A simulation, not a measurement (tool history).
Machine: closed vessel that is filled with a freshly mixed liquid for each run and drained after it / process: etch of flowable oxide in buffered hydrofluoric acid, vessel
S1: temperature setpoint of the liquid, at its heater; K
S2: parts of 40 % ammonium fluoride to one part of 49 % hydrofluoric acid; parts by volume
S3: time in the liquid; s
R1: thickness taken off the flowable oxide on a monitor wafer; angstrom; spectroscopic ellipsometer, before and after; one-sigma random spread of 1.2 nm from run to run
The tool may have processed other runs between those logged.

{"run": 1, "hour": 0.0, "S1": 294.15, "S2": 13, "S3": 105, "R1": 2209.9}
{"run": 2, "hour": 3.0, "S1": 293.15, "S2": 13, "S3": 105, "R1": 2072.1}
{"run": 3, "hour": 6.8, "S1": 292.65, "S2": 13, "S3": 105, "R1": 1997.8}
{"run": 4, "hour": 14.9, "S1": 292.15, "S2": 13, "S3": 105, "R1": 1935.9}
{"run": 5, "hour": 20.9, "S1": 294.15, "S2": 13, "S3": 105, "R1": 2195.9}
{"run": 6, "hour": 22.0, "S1": 297.65, "S2": 13, "S3": 105, "R1": 2674.9}
{"run": 7, "hour": 27.4, "S1": 296.15, "S2": 13, "S3": 105, "R1": 2460.3}

Run 8 comes next. What will it give?
{"run": 8, "hour": 30.8, "S1": 295.15, "S2": 13, "S3": 105, "R1": "?"}

R1: 2323.7 angstrom
